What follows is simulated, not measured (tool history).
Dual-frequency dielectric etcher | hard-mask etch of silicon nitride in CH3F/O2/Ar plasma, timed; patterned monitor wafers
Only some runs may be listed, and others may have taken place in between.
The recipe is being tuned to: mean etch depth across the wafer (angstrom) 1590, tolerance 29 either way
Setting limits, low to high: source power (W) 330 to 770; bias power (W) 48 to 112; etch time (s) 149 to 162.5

run	hour	source power (W)	bias power (W)	etch time (s)	mean etch depth across the wafer (angstrom)
1	0	550	80	162.5	1337
2	4.9	510	80	162.5	1298.7
3	12.1	580	83	162.5	1383.9
4	19	630	84	162.5	1427.5
5	23	670	86	162.5	1491.1
# hour 31.7: bias power generator calibrated
6	31.7	670	77	162.5	1440
7	40.1	700	79	162.5	1478.3
8	47.9	720	81	162.5	1515.1
9	53.7	730	82	162.5	1527.4

Pick the move, out of 5, that brings all results within their allowed miss; only one does.
A	59.5	770	84	158	?
B	59.5	650	109	162.5	?
C	59.5	730	103	153.5	?
D	59.5	770	79	162.5	?
E	59.5	760	84	153	?

move	mean etch depth across the wafer (angstrom)
A	1532.3
B	1642.1
C	1583.7
D	1537.9
E	1476.4
A: nearer than the last run, and not there yet
B: moves the result that the last run missed by most past its target, out the other side
C: in spec on every target
D: nearer than the last run, and not there yet
E: the biggest miss grows against the last run
C is the move that brings every result within its allowed miss.
